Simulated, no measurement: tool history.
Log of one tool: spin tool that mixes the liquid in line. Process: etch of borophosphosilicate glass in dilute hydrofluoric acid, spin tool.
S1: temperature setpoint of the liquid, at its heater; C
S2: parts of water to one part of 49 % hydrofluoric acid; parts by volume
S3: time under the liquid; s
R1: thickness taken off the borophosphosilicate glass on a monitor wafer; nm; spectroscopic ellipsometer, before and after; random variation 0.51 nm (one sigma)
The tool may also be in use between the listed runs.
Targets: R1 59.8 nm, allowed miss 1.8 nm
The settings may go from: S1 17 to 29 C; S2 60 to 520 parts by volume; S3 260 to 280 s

run    day    S1   S2   S3      R1
  1      0    21  290  260  30.621
  2  0.242  19.5  290  260  28.498
  3  0.375  20.5  280  260  31.075
  4  0.667  21.5  270  260  34.056
  5  0.946  22.5  260  260  37.171
  6  1.188  22.5  355  260   24.39
  7  1.346  23.5  335  260  27.337
  8  1.542    24  320  260  30.067
  9  1.792  24.5  305  260  32.075
 10   1.95  24.5  305  260  32.303
 11  1.979    25  290  260  34.974
 12  2.242    29  175  260  75.254
 13  2.392  28.5  175  260  75.412
 14   2.55    28  175  260  73.405
 15  2.904  27.5  175  260  71.648
 16  3.004    27  175  260  69.992
 17   3.15  26.5  175  260  69.515
 18  3.325    26  175  260  68.347
 19  3.675    26  175  260  68.753
 20  3.888  25.5  175  260  67.879
 21  3.975    25  175  260  65.386

Which of these 4 next moves meets every target?
  A  4.062  25  205  270   ?
  B  4.062  27  200  260   ?
  C  4.062  25  185  275   ?
  D  4.062  25  185  280   ?

move      R1
   A  56.521
   B  60.301
   C  65.218
   D  66.404
A: takes the result that was furthest off past its target
B: meets every target
C: as far off as the last run
D: further off than the last run
The right move is B.
